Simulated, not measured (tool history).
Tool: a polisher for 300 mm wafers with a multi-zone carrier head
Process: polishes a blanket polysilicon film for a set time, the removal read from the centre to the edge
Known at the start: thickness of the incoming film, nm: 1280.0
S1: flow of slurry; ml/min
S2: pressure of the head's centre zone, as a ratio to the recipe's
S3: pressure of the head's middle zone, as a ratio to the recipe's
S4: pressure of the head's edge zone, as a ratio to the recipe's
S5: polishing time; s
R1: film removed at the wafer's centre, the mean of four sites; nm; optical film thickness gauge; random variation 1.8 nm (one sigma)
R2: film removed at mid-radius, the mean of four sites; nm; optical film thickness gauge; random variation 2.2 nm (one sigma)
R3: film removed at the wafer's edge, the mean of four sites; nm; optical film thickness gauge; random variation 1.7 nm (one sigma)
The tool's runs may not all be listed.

run 1 hour=0.0 | S1=230 S2=1.00 S3=1.00 S4=1.00 S5=41 | R1=361.34 R2=363.44 R3=375.18
run 2 hour=0.9 | S1=230 S2=1.00 S3=0.95 S4=1.00 S5=41 | R1=363.10 R2=350.94 R3=378.18
run 3 hour=7.6 | S1=230 S2=1.00 S3=1.01 S4=1.00 S5=41 | R1=360.15 R2=362.72 R3=375.11
run 4 hour=10.9 | S1=230 S2=0.94 S3=1.01 S4=1.00 S5=41 | R1=339.88 R2=368.23 R3=375.59
run 5 hour=12.1 | S1=230 S2=0.94 S3=1.09 S4=1.00 S5=41 | R1=343.32 R2=385.12 R3=377.33
run 6 hour=15.1 | S1=225 S2=0.93 S3=1.09 S4=0.98 S5=38 | R1=315.02 R2=363.62 R3=347.08
run 7 hour=21.5 | S1=215 S2=0.92 S3=1.08 S4=0.97 S5=36 | R1=285.57 R2=333.04 R3=325.23
run 8 hour=22.7 | S1=215 S2=0.92 S3=1.08 S4=0.95 S5=34 | R1=270.82 R2=318.48 R3=310.88
run 9 hour=30.4 | S1=150 S2=0.93 S3=1.11 S4=0.85 S5=23 | R1=174.68 R2=203.14 R3=188.59

The next listed run, before its measurement:
run 10 hour=34.0 | S1=155 S2=0.93 S3=1.11 S4=0.85 S5=23 | R1=? R2=? R3=?

{"run 10": {"R1": 174.21, "R2": 208.46, "R3": 192.07}}
